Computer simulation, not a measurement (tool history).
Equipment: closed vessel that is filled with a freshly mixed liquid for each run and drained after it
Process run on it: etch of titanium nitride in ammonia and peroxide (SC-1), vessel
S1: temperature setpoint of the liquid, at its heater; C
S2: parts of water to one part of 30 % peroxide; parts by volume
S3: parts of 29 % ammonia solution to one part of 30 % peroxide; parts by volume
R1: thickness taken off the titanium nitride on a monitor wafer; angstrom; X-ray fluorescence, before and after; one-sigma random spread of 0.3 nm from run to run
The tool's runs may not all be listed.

Run 1, day 0: S1 62 C, S2 10.5 parts by volume, S3 0.8 parts by volume, time in the liquid (s) 820. Result: R1 715.21 angstrom.
Run 2, day 0.046: S1 63 C, S2 10.5 parts by volume, S3 0.8 parts by volume, time in the liquid (s) 820. Result: R1 762.67 angstrom.
Run 3, day 0.121: S1 57.5 C, S2 10.5 parts by volume, S3 0.8 parts by volume, time in the liquid (s) 820. Result: R1 533.71 angstrom.
Run 4, day 0.45: S1 57.5 C, S2 7 parts by volume, S3 0.8 parts by volume, time in the liquid (s) 820. Result: R1 653.28 angstrom.
Run 5, day 0.838: S1 57.5 C, S2 7 parts by volume, S3 1.05 parts by volume, time in the liquid (s) 820. Result: R1 677.77 angstrom.
Run 6, day 1.2: S1 57.5 C, S2 7 parts by volume, S3 0.75 parts by volume, time in the liquid (s) 820. Result: R1 646.88 angstrom.

Forecast run 7:
Run 7, day 1.571: S1 59 C, S2 7 parts by volume, S3 0.75 parts by volume, time in the liquid (s) 820. Result: R1 ?.

R1: 716.74 angstrom

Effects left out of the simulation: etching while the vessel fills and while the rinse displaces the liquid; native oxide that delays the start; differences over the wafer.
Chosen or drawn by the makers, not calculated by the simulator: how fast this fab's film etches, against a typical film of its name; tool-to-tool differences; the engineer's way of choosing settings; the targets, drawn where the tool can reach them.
